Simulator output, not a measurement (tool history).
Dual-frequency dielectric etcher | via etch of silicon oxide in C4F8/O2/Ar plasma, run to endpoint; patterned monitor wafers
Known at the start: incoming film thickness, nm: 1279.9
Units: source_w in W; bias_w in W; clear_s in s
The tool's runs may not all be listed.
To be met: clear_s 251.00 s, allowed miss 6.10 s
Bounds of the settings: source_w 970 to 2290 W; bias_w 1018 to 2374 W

run	day	source_w	bias_w	clear_s
1	0.000	1630	1696	272.42
2	0.129	1360	1696	289.46
3	0.171	1360	1455	299.16
4	0.279	1360	1639	291.25
5	0.617	1430	1667	285.85
6	0.975	1260	1667	298.60
7	1.300	1340	1694	291.70
8	1.325	1410	1719	285.35
9	1.600	1470	1741	280.16

5 next moves are on the table. One of them brings every result within its allowed miss. Which?
A	1.875	970	1450	?
B	1.875	1310	1704	?
C	1.875	1830	1894	?
D	1.875	1150	1510	?
E	1.875	1660	1647	?

move	clear_s
A	335.96
B	291.85
C	252.51
D	314.02
E	270.23
A: further off than the last run
B: further off than the last run
C: meets every target
D: further off than the last run
E: nearer than the last run, and not there yet
The right move is C.
